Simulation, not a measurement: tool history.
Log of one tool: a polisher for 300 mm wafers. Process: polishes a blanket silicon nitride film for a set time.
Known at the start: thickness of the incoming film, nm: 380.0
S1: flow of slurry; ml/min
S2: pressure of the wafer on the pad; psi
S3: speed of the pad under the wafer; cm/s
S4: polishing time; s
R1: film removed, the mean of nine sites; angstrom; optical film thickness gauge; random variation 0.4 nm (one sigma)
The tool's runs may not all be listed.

run,hour,S1,S2,S3,S4,R1
1,0,235,3.6,138,37,777.55
2,3.6,235,3.6,138,33,693.84
3,10.4,235,3.6,156,33,750.49
4,16.9,235,3.6,156,33,735.9
5,21.2,235,3.6,176,33,797.7
6,25.5,230,3.5,176,33,783.59

Forecast run 7:
7,28.4,230,3.4,176,33,?

{"run 7": {"R1": 745.92}}
